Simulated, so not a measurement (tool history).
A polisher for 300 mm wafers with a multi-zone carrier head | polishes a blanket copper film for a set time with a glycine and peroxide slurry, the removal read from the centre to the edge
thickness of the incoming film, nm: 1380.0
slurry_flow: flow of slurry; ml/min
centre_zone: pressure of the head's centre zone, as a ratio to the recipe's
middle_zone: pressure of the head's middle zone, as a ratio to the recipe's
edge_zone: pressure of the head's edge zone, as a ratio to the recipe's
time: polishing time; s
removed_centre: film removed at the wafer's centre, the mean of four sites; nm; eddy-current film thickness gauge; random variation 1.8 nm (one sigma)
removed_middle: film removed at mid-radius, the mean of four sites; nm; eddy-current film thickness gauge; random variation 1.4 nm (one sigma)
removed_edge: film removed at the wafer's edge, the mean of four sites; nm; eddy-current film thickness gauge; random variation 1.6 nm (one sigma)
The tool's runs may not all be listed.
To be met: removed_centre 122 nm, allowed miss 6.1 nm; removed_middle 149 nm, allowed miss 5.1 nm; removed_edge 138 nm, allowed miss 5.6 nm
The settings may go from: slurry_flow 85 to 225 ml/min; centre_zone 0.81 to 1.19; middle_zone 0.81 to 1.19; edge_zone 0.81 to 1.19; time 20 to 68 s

| run | day | slurry_flow | centre_zone | middle_zone | edge_zone | time | removed_centre | removed_middle | removed_edge |
|---|---|---|---|---|---|---|---|---|---|
| 1 | 0 | 145 | 1 | 1 | 1 | 44 | 166.39 | 168.6 | 166.78 |
| 2 | 0.304 | 145 | 1 | 1 | 1 | 48 | 181.29 | 185.38 | 184.18 |
| 3 | 0.446 | 125 | 1 | 1 | 1 | 48 | 175.09 | 180.01 | 174.65 |
| 4 | 0.742 | 125 | 0.93 | 1 | 1 | 48 | 159.62 | 178.85 | 176.55 |
| 5 | 0.946 | 125 | 0.93 | 1 | 1.05 | 48 | 164.87 | 175.64 | 180.32 |
| 6 | 1.1 | 120 | 0.93 | 1 | 1.03 | 47 | 157.96 | 172.35 | 175.29 |
| 7 | 1.204 | 120 | 0.89 | 1.03 | 0.93 | 37 | 116.99 | 139.32 | 130.32 |
| 8 | 1.258 | 125 | 0.89 | 1.03 | 0.93 | 37 | 119.28 | 142.59 | 132.13 |

5 next moves are on the table. One of them brings every result within its allowed miss. Which?
| A | 1.312 | 130 | 0.88 | 1.13 | 0.85 | 36 | ? | ? | ? |
| B | 1.312 | 125 | 0.9 | 0.94 | 0.97 | 38 | ? | ? | ? |
| C | 1.312 | 120 | 0.87 | 1.04 | 0.94 | 39 | ? | ? | ? |
| D | 1.312 | 140 | 0.83 | 0.89 | 0.85 | 39 | ? | ? | ? |
| E | 1.312 | 125 | 0.84 | 0.87 | 0.85 | 41 | ? | ? | ? |

| move | removed_centre | removed_middle | removed_edge |
|---|---|---|---|
| A | 117.23 | 150.11 | 124.27 |
| B | 125 | 134.27 | 138.79 |
| C | 122.54 | 148.42 | 139.11 |
| D | 121.92 | 135.42 | 136.74 |
| E | 125.74 | 135.96 | 141.04 |
A: brings the result that was furthest off to its target, and leaves another outside
B: further off than the last run
C: meets every target
D: further off than the last run
E: further off than the last run
Answer: C

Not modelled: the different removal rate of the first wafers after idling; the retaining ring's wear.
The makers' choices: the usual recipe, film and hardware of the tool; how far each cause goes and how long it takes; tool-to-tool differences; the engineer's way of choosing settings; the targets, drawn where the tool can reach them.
